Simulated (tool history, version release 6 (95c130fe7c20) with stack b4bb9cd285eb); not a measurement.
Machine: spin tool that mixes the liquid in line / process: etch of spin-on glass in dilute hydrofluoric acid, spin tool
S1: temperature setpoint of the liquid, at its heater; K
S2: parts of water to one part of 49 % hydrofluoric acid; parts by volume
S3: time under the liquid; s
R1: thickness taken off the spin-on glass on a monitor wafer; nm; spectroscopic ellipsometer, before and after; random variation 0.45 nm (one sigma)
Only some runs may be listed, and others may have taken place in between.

run  hour      S1  S2  S3      R1
  1   0.0  298.15  60  70  42.832
  2   2.4  299.15  60  70  44.153
  3   6.5  300.15  60  70  46.757
  4  13.5  301.15  60  70  48.703
  5  15.2  301.65  60  70  49.125
  6  22.2  301.65  40  70  77.292
  7  25.8  301.15  40  70  74.306

Run 8 comes next. What will it give?
  8  29.9  300.15  40  70   ?

Run 8 came out at R1 71.683 nm.

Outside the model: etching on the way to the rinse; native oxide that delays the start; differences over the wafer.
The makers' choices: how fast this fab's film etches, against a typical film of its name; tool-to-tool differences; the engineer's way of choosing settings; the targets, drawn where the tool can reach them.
